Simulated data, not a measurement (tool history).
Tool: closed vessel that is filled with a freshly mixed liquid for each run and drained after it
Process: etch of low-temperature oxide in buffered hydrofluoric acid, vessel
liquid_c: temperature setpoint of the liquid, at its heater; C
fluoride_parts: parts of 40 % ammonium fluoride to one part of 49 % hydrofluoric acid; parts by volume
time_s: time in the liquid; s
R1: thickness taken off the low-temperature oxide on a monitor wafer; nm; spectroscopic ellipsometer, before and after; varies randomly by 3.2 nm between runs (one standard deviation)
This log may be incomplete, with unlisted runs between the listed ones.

Run 1, day 0.000: liquid_c 21.0 C, fluoride_parts 11.0 parts by volume, time_s 100 s. Result: R1 259.77 nm.
Run 2, day 0.229: liquid_c 23.5 C, fluoride_parts 10.0 parts by volume, time_s 100 s. Result: R1 329.69 nm.
Run 3, day 0.350: liquid_c 25.5 C, fluoride_parts 9.5 parts by volume, time_s 100 s. Result: R1 376.09 nm.
Run 4, day 0.604: liquid_c 25.5 C, fluoride_parts 9.5 parts by volume, time_s 105 s. Result: R1 394.06 nm.
Run 5, day 0.800: liquid_c 26.5 C, fluoride_parts 9.0 parts by volume, time_s 105 s. Result: R1 434.02 nm.
Run 6, day 1.129: liquid_c 27.5 C, fluoride_parts 9.0 parts by volume, time_s 105 s. Result: R1 455.84 nm.
Run 7, day 1.188: liquid_c 28.0 C, fluoride_parts 9.0 parts by volume, time_s 105 s. Result: R1 463.69 nm.
Run 8, day 1.396: liquid_c 28.5 C, fluoride_parts 9.0 parts by volume, time_s 105 s. Result: R1 479.60 nm.

Run 9 is up next; what results do you expect?
Run 9, day 1.492: liquid_c 29.0 C, fluoride_parts 8.5 parts by volume, time_s 105 s. Result: R1 ?.

R1: 525.16 nm

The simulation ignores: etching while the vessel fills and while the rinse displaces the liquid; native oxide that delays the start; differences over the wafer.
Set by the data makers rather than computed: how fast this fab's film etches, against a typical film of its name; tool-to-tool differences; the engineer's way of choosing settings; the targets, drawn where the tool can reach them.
